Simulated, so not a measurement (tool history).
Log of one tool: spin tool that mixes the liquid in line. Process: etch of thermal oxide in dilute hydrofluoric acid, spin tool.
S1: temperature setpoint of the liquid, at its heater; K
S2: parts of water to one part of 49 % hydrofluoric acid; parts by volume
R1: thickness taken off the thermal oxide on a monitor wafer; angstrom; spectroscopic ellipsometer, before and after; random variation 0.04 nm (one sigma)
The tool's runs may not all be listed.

{"run": 1, "day": 0.0, "S1": 294.15, "S2": 65, "time under the liquid (s)": 75, "R1": 51.515}
{"run": 2, "day": 0.142, "S1": 296.15, "S2": 65, "time under the liquid (s)": 75, "R1": 56.943}
{"run": 3, "day": 0.229, "S1": 294.65, "S2": 65, "time under the liquid (s)": 75, "R1": 53.063}
{"run": 4, "day": 0.317, "S1": 294.65, "S2": 65, "time under the liquid (s)": 75, "R1": 53.052}
{"run": 5, "day": 0.462, "S1": 291.15, "S2": 65, "time under the liquid (s)": 75, "R1": 45.582}
{"run": 6, "day": 0.833, "S1": 291.15, "S2": 85, "time under the liquid (s)": 75, "R1": 34.307}

Run 7 comes next. What will it give?
{"run": 7, "day": 0.912, "S1": 295.15, "S2": 60, "time under the liquid (s)": 75, "R1": "?"}

R1: 58.673 angstrom

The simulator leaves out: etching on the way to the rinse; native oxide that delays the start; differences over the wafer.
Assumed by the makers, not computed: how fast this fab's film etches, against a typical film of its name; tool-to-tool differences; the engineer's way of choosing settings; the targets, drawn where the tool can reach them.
